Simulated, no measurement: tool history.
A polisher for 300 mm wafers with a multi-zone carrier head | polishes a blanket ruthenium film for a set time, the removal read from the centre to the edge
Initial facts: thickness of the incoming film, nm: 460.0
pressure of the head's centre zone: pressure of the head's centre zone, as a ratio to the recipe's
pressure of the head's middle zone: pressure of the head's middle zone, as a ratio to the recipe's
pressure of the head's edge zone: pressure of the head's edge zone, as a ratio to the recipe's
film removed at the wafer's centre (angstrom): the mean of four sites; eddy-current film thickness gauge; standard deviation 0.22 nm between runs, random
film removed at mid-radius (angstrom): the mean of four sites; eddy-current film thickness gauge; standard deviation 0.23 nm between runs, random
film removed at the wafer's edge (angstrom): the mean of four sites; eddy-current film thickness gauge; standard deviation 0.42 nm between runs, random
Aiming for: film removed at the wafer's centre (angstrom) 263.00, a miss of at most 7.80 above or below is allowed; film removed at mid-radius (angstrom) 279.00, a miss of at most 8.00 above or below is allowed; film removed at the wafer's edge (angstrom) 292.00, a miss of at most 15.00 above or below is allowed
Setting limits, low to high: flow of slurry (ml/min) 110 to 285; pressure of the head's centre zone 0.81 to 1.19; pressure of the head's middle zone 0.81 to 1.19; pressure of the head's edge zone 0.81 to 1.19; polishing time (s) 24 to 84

run  hour  flow of slurry (ml/min)  pressure of the head's centre zone  pressure of the head's middle zone  pressure of the head's edge zone  polishing time (s)  film removed at the wafer's centre (angstrom)  film removed at mid-radius (angstrom)  film removed at the wafer's edge (angstrom)
  1   0.0                      180                                1.00                                1.00                              1.00                  54                                         404.66                                 413.14                                       416.89
  2   3.7                      180                                1.00                                1.00                              1.04                  54                                         412.16                                 418.41                                       429.85
  3   5.0                      180                                1.00                                1.00                              0.97                  54                                         412.76                                 418.34                                       425.48
  4  10.0                      180                                1.00                                0.96                              0.97                  54                                         411.89                                 403.49                                       421.17
  5  11.7                      175                                0.97                                0.95                              0.95                  48                                         349.67                                 354.50                                       364.33
  6  20.1                      175                                0.97                                1.01                              0.95                  48                                         357.16                                 378.18                                       354.51
  7  24.5                      165                                0.93                                0.96                              0.93                  46                                         322.07                                 342.89                                       347.31
  8  25.7                      165                                0.92                                0.94                              0.91                  43                                         301.35                                 314.65                                       318.08
  9  33.6                      155                                0.90                                0.92                              0.89                  42                                         283.50                                 294.54                                       308.20
 10  37.9                      145                                0.89                                0.92                              0.88                  42                                         270.01                                 292.54                                       297.15
 11  44.4                      145                                0.89                                0.92                              0.88                  42                                         274.81                                 293.29                                       295.83

Which one of the following 5 next-run settings gets every result inside its allowed miss? There is exactly one.
  A  50.9                      110                                0.92                                0.94                              0.92                  42                                              ?                                      ?                                            ?
  B  50.9                      170                                0.81                                0.92                              0.92                  42                                              ?                                      ?                                            ?
  C  50.9                      210                                0.96                                0.85                              0.90                  38                                              ?                                      ?                                            ?
  D  50.9                      120                                1.03                                1.10                              0.81                  38                                              ?                                      ?                                            ?
  E  50.9                      120                                0.93                                0.84                              0.91                  43                                              ?                                      ?                                            ?

move  film removed at the wafer's centre (angstrom)  film removed at mid-radius (angstrom)  film removed at the wafer's edge (angstrom)
   A                                         263.03                                 283.63                                       293.84
   B                                         255.02                                 303.95                                       312.38
   C                                         283.49                                 266.17                                       286.97
   D                                         273.09                                 297.57                                       256.18
   E                                         278.31                                 270.78                                       304.08
A: in spec on every target
B: moves away from the targets compared with the last run
C: pushes the last run's worst result past its target
D: moves away from the targets compared with the last run
E: pushes the last run's worst result past its target
A meets every target.

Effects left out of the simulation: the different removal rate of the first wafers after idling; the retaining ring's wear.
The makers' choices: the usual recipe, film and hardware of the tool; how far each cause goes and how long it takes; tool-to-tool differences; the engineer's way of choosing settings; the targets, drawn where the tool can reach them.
